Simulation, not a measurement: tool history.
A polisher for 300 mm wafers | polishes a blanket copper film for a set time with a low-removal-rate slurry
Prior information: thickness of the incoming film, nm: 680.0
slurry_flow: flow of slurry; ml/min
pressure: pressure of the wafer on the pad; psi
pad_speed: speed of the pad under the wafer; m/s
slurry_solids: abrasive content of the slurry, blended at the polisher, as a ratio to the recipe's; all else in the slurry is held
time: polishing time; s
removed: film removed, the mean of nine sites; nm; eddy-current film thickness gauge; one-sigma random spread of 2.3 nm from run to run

run  hour  slurry_flow  pressure  pad_speed  slurry_solids  time  removed
  1     0          270       1.8        1.4              1   102   289.97
  2   3.4          270       1.8        1.4           0.85   102   275.27
  3  10.1          270       1.7        1.4           0.85   102   264.35
  4  15.9          270       1.6        1.4           0.85   102   247.07
  5  19.7          270       1.5        1.4           0.85   102   228.43
  6  27.7          270       1.8        1.4           0.85   102   275.14
  7  35.5          270       1.7        1.4           0.85   102   263.92

Predict the results of run 8:
  8  38.5          270       1.6        1.4           0.85   102        ?

Run 8 gave removed 244.77 nm.
